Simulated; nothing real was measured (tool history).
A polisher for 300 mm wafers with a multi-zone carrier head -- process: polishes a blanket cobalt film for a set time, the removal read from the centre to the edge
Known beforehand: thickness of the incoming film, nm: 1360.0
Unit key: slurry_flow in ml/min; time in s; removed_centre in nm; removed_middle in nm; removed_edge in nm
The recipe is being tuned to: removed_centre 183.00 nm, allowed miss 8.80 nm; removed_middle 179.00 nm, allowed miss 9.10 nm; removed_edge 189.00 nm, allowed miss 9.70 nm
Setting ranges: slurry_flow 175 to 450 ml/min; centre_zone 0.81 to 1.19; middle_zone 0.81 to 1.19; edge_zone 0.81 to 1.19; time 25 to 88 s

run  hour  slurry_flow  centre_zone  middle_zone  edge_zone  time  removed_centre  removed_middle  removed_edge
  1   0.0          290         1.00         1.00       1.00    56          235.11          251.19        235.13
  2   6.5          285         0.99         0.96       1.00    52          216.94          228.59        216.41
  3  12.7          280         0.98         0.92       1.02    49          200.34          202.37        206.86
  4  20.6          280         0.98         0.92       1.02    39          162.63          160.49        162.71
  5  28.8          280         0.91         0.92       1.02    39          150.48          157.92        165.82
  6  31.7          280         0.94         0.92       1.04    41          159.41          166.91        173.57
     37.1  -- edge zone pressure recalibrated
  7  37.1          280         0.96         0.91       1.05    42          170.90          166.72        189.66
  8  43.2          285         0.97         0.92       1.05    42          172.65          173.45        189.21

Of the 5 settings listed for the next run, only one would bring every result within its allowed miss of target. Which one?
  A  49.3          230         1.05         0.98       1.09    42               ?               ?             ?
  B  49.3          235         1.05         0.85       1.03    43               ?               ?             ?
  C  49.3          275         0.94         0.99       1.05    41               ?               ?             ?
  D  49.3          300         1.04         0.93       1.10    39               ?               ?             ?
  E  49.3          290         0.94         0.90       1.16    40               ?               ?             ?

move  removed_centre  removed_middle  removed_edge
   A          179.76          173.57        187.31
   B          184.22          158.15        187.01
   C          159.38          173.36        181.32
   D          168.97          157.38        177.53
   E          156.06          156.75        186.84
A: hits every target within its allowed miss
B: gets the furthest-off result to its target, but another result is out of tolerance
C: the biggest miss grows against the last run
D: the biggest miss grows against the last run
E: the biggest miss grows against the last run
Go with A: it meets all targets.

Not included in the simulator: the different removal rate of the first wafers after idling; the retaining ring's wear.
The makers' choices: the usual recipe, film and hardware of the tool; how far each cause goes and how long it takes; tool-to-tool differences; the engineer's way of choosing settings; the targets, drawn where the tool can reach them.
